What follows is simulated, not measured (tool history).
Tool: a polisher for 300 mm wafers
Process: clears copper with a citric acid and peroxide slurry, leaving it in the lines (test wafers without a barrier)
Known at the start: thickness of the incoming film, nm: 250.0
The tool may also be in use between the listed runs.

run  hour  flow of slurry (ml/min)  pressure of the wafer on the pad (kPa)  speed of the pad under the wafer (m/s)  abrasive content of the slurry  overpolish time after the end point (s)  time until the end point was called (s)  dishing of a wide line in a test structure (nm)
  1     0                      155                                    27.6                                    0.94                               1                                       25                                   76.523                                           38.175
  2   7.1                      155                                    24.8                                    0.94                               1                                       23                                   83.271                                           34.282
  3  14.2                      155                                    28.3                                    0.94                               1                                       23                                   75.659                                           37.066
  4  20.2                      155                                    28.3                                    0.76                               1                                       23                                   83.989                                           34.213
  5  25.8                      155                                    24.1                                    0.76                               1                                       23                                   101.83                                            31.69
  6  27.6                      155                                    22.8                                    0.76                               1                                       21                                   104.48                                           28.168
  7  31.3                      155                                    21.4                                    0.76                               1                                       20                                   113.07                                           24.929
  8  35.8                      155                                    20.7                                    0.76                               1                                       20                                   112.97                                           25.714

Expected results for the next run?
  9  40.1                      155                                      20                                    0.76                               1                                       20                                        ?                                                ?

time until the end point was called (s): 116.34
dishing of a wide line in a test structure (nm): 24.608
